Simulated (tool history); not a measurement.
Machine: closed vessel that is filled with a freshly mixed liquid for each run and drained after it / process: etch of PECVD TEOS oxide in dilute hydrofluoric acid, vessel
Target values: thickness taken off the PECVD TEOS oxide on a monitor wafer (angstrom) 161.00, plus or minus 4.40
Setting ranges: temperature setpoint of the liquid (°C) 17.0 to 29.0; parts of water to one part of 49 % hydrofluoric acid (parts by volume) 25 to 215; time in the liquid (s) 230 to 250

run	day	temperature setpoint of the liquid (°C)	parts of water to one part of 49 % hydrofluoric acid (parts by volume)	time in the liquid (s)	thickness taken off the PECVD TEOS oxide on a monitor wafer (angstrom)
1	0.000	21.0	120	230	237.64
2	0.100	19.5	130	230	204.79
3	0.342	19.5	130	250	220.76
4	0.529	17.0	130	250	201.57
5	0.762	17.0	130	250	199.79
6	1.071	17.0	135	250	192.98
7	1.196	17.0	140	250	184.80
8	1.258	17.0	145	250	177.73
9	1.567	17.0	150	250	170.69

Which single option among these 5 for the next run brings every result within its allowed miss of target? Just one does.
A	1.875	17.0	145	245	?
B	1.875	25.0	175	235	?
C	1.875	17.0	165	245	?
D	1.875	17.0	160	240	?
E	1.875	17.0	145	230	?

move	thickness taken off the PECVD TEOS oxide on a monitor wafer (angstrom)
A	172.37
B	181.55
C	148.58
D	150.82
E	161.81
A: its largest miss is bigger than the last run's
B: its largest miss is bigger than the last run's
C: the result that was furthest off in the last run now lies on the other side of its target
D: the result that was furthest off in the last run now lies on the other side of its target
E: all results in spec
The right move is E.
